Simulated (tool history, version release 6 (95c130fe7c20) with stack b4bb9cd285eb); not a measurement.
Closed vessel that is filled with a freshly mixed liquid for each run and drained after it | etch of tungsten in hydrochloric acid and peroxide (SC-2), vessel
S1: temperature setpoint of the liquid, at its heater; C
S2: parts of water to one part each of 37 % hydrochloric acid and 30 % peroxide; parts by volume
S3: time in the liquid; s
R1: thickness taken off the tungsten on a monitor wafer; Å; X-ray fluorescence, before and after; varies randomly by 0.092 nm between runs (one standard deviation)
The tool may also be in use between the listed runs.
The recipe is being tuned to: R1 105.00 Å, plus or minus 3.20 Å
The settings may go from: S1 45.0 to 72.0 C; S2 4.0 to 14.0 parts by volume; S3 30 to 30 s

Run 1, day 0.000: S1 61.0 C, S2 7.5 parts by volume, S3 30 s. Result: R1 220.45 Å.
Run 2, day 0.162: S1 56.5 C, S2 7.5 parts by volume, S3 30 s. Result: R1 165.71 Å.
Run 3, day 0.246: S1 54.0 C, S2 7.5 parts by volume, S3 30 s. Result: R1 143.95 Å.
Run 4, day 0.608: S1 53.0 C, S2 7.5 parts by volume, S3 30 s. Result: R1 129.45 Å.
Run 5, day 0.842: S1 52.5 C, S2 7.5 parts by volume, S3 30 s. Result: R1 127.28 Å.
Run 6, day 1.192: S1 58.0 C, S2 7.5 parts by volume, S3 30 s. Result: R1 185.58 Å.
At day 1.404: chemicals flow meter replaced.
Run 7, day 1.404: S1 50.0 C, S2 7.5 parts by volume, S3 30 s. Result: R1 116.52 Å.
Run 8, day 1.688: S1 50.0 C, S2 7.5 parts by volume, S3 30 s. Result: R1 116.81 Å.
Run 9, day 1.867: S1 50.0 C, S2 7.5 parts by volume, S3 30 s. Result: R1 116.50 Å.
Run 10, day 2.092: S1 49.5 C, S2 7.5 parts by volume, S3 30 s. Result: R1 111.49 Å.

Which single option among these 4 for the next run brings every result within its allowed miss of target? Just one does.
Run A, day 2.317: S1 51.5 C, S2 9.5 parts by volume, S3 30 s. Result: R1 ?.
Run B, day 2.317: S1 48.5 C, S2 6.5 parts by volume, S3 30 s. Result: R1 ?.
Run C, day 2.317: S1 51.5 C, S2 8.0 parts by volume, S3 30 s. Result: R1 ?.
Run D, day 2.317: S1 50.5 C, S2 7.0 parts by volume, S3 30 s. Result: R1 ?.

move      R1
   A  104.72
   B  116.00
   C  120.43
   D  125.23
A: every result lands within tolerance
B: lands further from the targets than the last run did
C: lands further from the targets than the last run did
D: lands further from the targets than the last run did
The move that meets every target is A.
